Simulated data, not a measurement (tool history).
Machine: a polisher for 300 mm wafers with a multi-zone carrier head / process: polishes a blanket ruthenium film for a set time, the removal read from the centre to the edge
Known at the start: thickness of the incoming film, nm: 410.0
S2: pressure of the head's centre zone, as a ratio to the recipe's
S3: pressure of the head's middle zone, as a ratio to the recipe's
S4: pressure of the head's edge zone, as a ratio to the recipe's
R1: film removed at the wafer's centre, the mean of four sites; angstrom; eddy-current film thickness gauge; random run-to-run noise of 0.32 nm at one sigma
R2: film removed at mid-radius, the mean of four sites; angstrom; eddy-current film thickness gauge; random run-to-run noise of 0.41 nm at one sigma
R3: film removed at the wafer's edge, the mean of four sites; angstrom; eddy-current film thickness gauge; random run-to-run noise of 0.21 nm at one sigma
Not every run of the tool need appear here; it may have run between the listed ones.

run 1 hour=0 | flow_of_slurry_(ml/min)=230 S2=1 S3=1 S4=1 polishing_time_(s)=36 | R1=257.03 R2=262.08 R3=267.91
run 2 hour=5.9 | flow_of_slurry_(ml/min)=235 S2=0.99 S3=1.02 S4=1 polishing_time_(s)=36 | R1=253.75 R2=270.8 R3=268.25
run 3 hour=10 | flow_of_slurry_(ml/min)=235 S2=0.99 S3=1.02 S4=1 polishing_time_(s)=41 | R1=287.06 R2=307.08 R3=305.12
run 4 hour=11.6 | flow_of_slurry_(ml/min)=230 S2=0.98 S3=1.03 S4=0.99 polishing_time_(s)=41 | R1=283.89 R2=308.18 R3=302.99
run 5 hour=17.1 | flow_of_slurry_(ml/min)=230 S2=0.98 S3=0.97 S4=0.99 polishing_time_(s)=41 | R1=286.31 R2=289.32 R3=307.42
run 6 hour=24.4 | flow_of_slurry_(ml/min)=230 S2=0.98 S3=0.97 S4=1.04 polishing_time_(s)=41 | R1=285.74 R2=294.43 R3=310.89
run 7 hour=27 | flow_of_slurry_(ml/min)=230 S2=0.97 S3=0.99 S4=1.03 polishing_time_(s)=41 | R1=279.73 R2=292.87 R3=309.76
run 8 hour=31.4 | flow_of_slurry_(ml/min)=230 S2=0.97 S3=1.01 S4=1.02 polishing_time_(s)=41 | R1=282.5 R2=298.37 R3=308.07
run 9 hour=39.2 | flow_of_slurry_(ml/min)=230 S2=0.96 S3=1.03 S4=1.01 polishing_time_(s)=41 | R1=285.71 R2=309.27 R3=301.66
run 10 hour=45.2 | flow_of_slurry_(ml/min)=230 S2=0.94 S3=1.04 S4=1.03 polishing_time_(s)=41 | R1=266.25 R2=310.33 R3=309.6
run 11 hour=53.9 | flow_of_slurry_(ml/min)=225 S2=0.94 S3=1.05 S4=1.02 polishing_time_(s)=41 | R1=272.62 R2=314.99 R3=307.43

Expected results for the next run?
run 12 hour=58.2 | flow_of_slurry_(ml/min)=225 S2=0.94 S3=1.06 S4=1.01 polishing_time_(s)=41 | R1=? R2=? R3=?

R1: 276.26 angstrom
R2: 315.53 angstrom
R3: 305.61 angstrom

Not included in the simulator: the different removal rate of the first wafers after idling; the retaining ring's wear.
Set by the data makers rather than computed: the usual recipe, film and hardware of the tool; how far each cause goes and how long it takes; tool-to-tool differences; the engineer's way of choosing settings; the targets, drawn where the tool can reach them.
